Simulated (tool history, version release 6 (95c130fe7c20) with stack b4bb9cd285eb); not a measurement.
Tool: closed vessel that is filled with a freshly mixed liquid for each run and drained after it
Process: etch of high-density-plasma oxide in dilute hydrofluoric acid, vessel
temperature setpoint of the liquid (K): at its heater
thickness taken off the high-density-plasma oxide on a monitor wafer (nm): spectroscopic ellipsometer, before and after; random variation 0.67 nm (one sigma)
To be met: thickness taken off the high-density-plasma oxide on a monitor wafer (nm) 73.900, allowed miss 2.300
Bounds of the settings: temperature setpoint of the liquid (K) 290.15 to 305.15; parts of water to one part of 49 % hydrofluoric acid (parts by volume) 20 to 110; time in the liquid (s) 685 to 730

run	hour	temperature setpoint of the liquid (K)	parts of water to one part of 49 % hydrofluoric acid (parts by volume)	time in the liquid (s)	thickness taken off the high-density-plasma oxide on a monitor wafer (nm)
1	0.0	297.15	60	685	93.308
2	6.4	295.65	60	685	87.875
3	15.2	294.65	60	685	82.944
4	23.8	294.65	40	685	128.410
5	32.0	293.65	45	685	107.000
6	40.8	292.65	45	685	104.100
7	43.1	292.15	50	685	90.970
8	45.0	291.65	50	685	89.211
9	48.9	291.15	50	685	87.924
10	51.3	290.15	60	685	68.874
11	52.9	290.65	60	685	70.051

4 next moves are on the table. One of them brings every result within its allowed miss. Which?
A	54.5	290.15	65	730	?
B	54.5	295.15	75	685	?
C	54.5	290.65	65	725	?
D	54.5	291.15	60	705	?

move	thickness taken off the high-density-plasma oxide on a monitor wafer (nm)
A	68.084
B	67.545
C	69.087
D	74.775
A: further off than the last run
B: further off than the last run
C: further off than the last run
D: meets every target
Answer: D
